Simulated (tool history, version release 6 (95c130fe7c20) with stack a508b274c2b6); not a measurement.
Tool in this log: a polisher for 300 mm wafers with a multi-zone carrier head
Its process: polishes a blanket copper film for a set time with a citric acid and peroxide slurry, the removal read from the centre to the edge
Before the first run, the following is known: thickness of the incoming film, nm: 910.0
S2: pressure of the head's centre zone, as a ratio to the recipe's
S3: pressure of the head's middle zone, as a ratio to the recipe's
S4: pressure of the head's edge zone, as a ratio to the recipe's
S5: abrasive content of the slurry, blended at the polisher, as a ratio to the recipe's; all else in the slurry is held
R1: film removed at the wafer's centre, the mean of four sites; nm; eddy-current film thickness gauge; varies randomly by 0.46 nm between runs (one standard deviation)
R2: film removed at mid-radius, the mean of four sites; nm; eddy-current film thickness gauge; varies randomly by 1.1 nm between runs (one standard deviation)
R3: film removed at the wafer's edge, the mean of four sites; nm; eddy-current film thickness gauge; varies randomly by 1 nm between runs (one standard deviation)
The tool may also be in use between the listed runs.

{"run": 1, "hour": 0.0, "flow of slurry (ml/min)": 195, "S2": 1.0, "S3": 1.0, "S4": 1.0, "S5": 1.0, "polishing time (s)": 81, "R1": 131.35, "R2": 131.4, "R3": 128.08}
{"run": 2, "hour": 8.4, "flow of slurry (ml/min)": 195, "S2": 0.97, "S3": 1.0, "S4": 1.0, "S5": 1.0, "polishing time (s)": 81, "R1": 126.08, "R2": 133.05, "R3": 129.78}
{"run": 3, "hour": 12.1, "flow of slurry (ml/min)": 195, "S2": 0.97, "S3": 1.0, "S4": 1.0, "S5": 1.0, "polishing time (s)": 92, "R1": 143.89, "R2": 153.56, "R3": 150.54}
{"run": 4, "hour": 17.5, "flow of slurry (ml/min)": 195, "S2": 0.97, "S3": 1.0, "S4": 1.0, "S5": 1.1, "polishing time (s)": 92, "R1": 146.11, "R2": 156.78, "R3": 154.1}
{"run": 5, "hour": 22.8, "flow of slurry (ml/min)": 195, "S2": 0.97, "S3": 1.0, "S4": 1.0, "S5": 1.2, "polishing time (s)": 92, "R1": 149.19, "R2": 159.55, "R3": 157.0}
{"run": 6, "hour": 26.2, "flow of slurry (ml/min)": 195, "S2": 1.02, "S3": 1.0, "S4": 1.0, "S5": 1.2, "polishing time (s)": 92, "R1": 157.99, "R2": 162.86, "R3": 155.59}
{"run": 7, "hour": 30.9, "flow of slurry (ml/min)": 190, "S2": 0.99, "S3": 1.02, "S4": 0.98, "S5": 1.1, "polishing time (s)": 85, "R1": 139.56, "R2": 147.12, "R3": 135.6}
{"run": 8, "hour": 39.0, "flow of slurry (ml/min)": 180, "S2": 0.96, "S3": 1.02, "S4": 0.97, "S5": 1.0, "polishing time (s)": 80, "R1": 121.36, "R2": 134.04, "R3": 129.15}

Run 9 has not been measured yet. What should we expect?
{"run": 9, "hour": 47.0, "flow of slurry (ml/min)": 195, "S2": 0.94, "S3": 1.03, "S4": 0.96, "S5": 0.9, "polishing time (s)": 74, "R1": "?", "R2": "?", "R3": "?"}

Run 9 gave R1 109.04 nm, R2 123.03 nm, R3 116.97 nm.

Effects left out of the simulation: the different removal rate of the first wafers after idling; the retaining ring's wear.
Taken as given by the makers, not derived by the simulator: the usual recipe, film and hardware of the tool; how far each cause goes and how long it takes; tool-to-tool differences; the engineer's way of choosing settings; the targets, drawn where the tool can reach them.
